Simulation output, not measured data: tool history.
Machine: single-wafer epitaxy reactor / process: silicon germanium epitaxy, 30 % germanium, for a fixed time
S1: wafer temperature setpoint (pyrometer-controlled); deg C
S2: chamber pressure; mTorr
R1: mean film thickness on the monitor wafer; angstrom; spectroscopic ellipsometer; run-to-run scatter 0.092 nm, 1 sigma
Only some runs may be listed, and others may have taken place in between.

run,hour,S1,S2,R1
1,0.0,585,27100,486.88
2,2.4,591,27100,536.64
3,8.3,583,27100,471.23
4,12.0,590,27100,532.01
5,17.0,590,25000,503.37
6,25.0,583,25000,447.73
7,25.7,580,24900,427.04
8,31.4,577,24800,401.81
9,36.0,575,24700,389.04
# hour 38.1: capacitance manometer re-zeroed and calibrated
10,38.1,575,24700,405.48
11,46.3,572,24600,384.88
12,50.2,570,24500,368.94
13,53.5,569,24500,364.11

For run 14, what comes out?
14,59.6,568,24500,?

{"run 14": {"R1": 358.07}}

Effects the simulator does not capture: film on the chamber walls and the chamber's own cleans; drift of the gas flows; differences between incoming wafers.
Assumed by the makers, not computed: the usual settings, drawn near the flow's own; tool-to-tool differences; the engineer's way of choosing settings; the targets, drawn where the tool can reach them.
